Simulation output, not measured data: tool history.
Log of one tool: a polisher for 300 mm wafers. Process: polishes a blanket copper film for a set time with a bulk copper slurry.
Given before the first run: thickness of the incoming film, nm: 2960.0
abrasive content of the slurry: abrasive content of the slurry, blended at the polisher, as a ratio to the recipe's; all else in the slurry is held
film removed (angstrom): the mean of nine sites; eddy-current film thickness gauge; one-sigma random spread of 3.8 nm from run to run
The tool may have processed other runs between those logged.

| run | day | flow of slurry (ml/min) | pressure of the wafer on the pad (kPa) | speed of the pad under the wafer (m/s) | abrasive content of the slurry | polishing time (s) | film removed (angstrom) |
|---|---|---|---|---|---|---|---|
| 1 | 0 | 225 | 15.2 | 0.88 | 1 | 56 | 3906 |
| 2 | 0.208 | 225 | 14.5 | 0.88 | 1 | 56 | 3654.4 |
| 3 | 0.4 | 225 | 17.9 | 0.88 | 1 | 56 | 4535 |
| 4 | 0.604 | 175 | 17.9 | 0.88 | 1 | 56 | 4380.7 |
| 5 | 0.962 | 155 | 17.9 | 0.88 | 1 | 56 | 4235.5 |
| 6 | 1.242 | 155 | 17.9 | 0.88 | 0.8 | 56 | 4193.2 |
| 7 | 1.404 | 155 | 17.2 | 0.88 | 0.8 | 56 | 3957.9 |

The next listed run, before its measurement:
| 8 | 1.708 | 155 | 16.5 | 0.88 | 0.8 | 56 | ? |

film removed (angstrom): 3807.4
